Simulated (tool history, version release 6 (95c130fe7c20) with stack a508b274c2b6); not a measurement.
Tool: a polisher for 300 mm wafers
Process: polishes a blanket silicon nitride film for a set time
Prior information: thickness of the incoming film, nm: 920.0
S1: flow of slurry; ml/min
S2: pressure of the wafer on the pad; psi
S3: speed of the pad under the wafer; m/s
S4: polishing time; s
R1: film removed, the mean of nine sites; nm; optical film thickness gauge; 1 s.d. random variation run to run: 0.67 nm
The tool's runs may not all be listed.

run,hour,S1,S2,S3,S4,R1
1,0,145,2.3,1.08,81,77.571
2,5.8,125,2.3,1.08,81,75.708
3,8.4,125,2.3,1.32,81,84.551
4,11.1,125,2.3,1.32,81,85.866
5,19.1,95,2.3,1.32,81,79.33
6,25.1,95,2.3,1.32,81,79.232
7,28.3,95,1.7,1.24,81,62.307

Run 8 has not been measured yet. What should we expect?
8,31.2,95,1.5,1.22,81,?

R1: 54.261 nm
